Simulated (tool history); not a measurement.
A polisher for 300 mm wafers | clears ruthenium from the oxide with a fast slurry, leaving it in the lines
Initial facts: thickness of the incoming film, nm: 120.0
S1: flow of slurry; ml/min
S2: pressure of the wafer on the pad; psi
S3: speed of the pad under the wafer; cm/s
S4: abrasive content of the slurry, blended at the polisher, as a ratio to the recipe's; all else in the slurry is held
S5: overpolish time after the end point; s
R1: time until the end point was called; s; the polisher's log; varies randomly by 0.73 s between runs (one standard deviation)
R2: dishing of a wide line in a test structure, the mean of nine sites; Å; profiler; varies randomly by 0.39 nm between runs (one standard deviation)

run 1 hour=0.0 | S1=240 S2=1.7 S3=124 S4=1.00 S5=28 | R1=36.785 R2=693.35
run 2 hour=6.2 | S1=240 S2=1.7 S3=124 S4=0.90 S5=28 | R1=40.730 R2=644.27
run 3 hour=12.1 | S1=235 S2=1.6 S3=124 S4=0.95 S5=24 | R1=42.010 R2=553.65
run 4 hour=15.4 | S1=235 S2=1.9 S3=124 S4=0.95 S5=24 | R1=35.778 R2=649.72
run 5 hour=23.4 | S1=180 S2=1.9 S3=124 S4=0.95 S5=24 | R1=37.462 R2=615.40
run 6 hour=27.0 | S1=180 S2=2.1 S3=124 S4=0.95 S5=24 | R1=33.658 R2=648.54
run 7 hour=35.1 | S1=175 S2=2.1 S3=112 S4=0.95 S5=21 | R1=38.054 R2=570.11

Run 8 comes next. What will it give?
run 8 hour=37.0 | S1=245 S2=1.6 S3=148 S4=0.70 S5=8 | R1=? R2=?

For run 8 the tool returned R1 44.013 s, R2 208.53 Å.
